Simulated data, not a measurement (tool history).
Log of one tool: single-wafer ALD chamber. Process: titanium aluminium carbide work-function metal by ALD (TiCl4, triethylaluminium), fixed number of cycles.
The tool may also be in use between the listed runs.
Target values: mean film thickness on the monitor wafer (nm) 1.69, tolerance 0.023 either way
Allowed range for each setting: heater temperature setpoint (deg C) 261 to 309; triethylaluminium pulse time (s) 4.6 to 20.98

run,hour,heater temperature setpoint (deg C),triethylaluminium pulse time (s),mean film thickness on the monitor wafer (nm)
1,0,285,12.79,1.8792
2,3.1,285,15.77,1.8789
3,9.2,285,13.19,1.8702
4,11.8,285,15.74,1.8858
5,17.1,285,14.13,1.8861
6,20.4,280,13.94,1.8212
7,27.8,277,13.84,1.7876
8,31.9,275,13.76,1.7729
9,39,273,13.68,1.7558
10,42,271,13.61,1.7272

Which one of the following 5 next-run settings gets every result inside its allowed miss? There is exactly one.
A,45,270,16.35,?
B,45,267,12.13,?
C,45,276,13.31,?
D,45,273,14.04,?
E,45,261,13.56,?

move,mean film thickness on the monitor wafer (nm)
A,1.7444
B,1.6943
C,1.7906
D,1.7658
E,1.6479
A: misses by more than the last run did
B: every result lands within tolerance
C: misses by more than the last run did
D: misses by more than the last run did
E: takes the result that was furthest off past its target
Move B is the one to make.
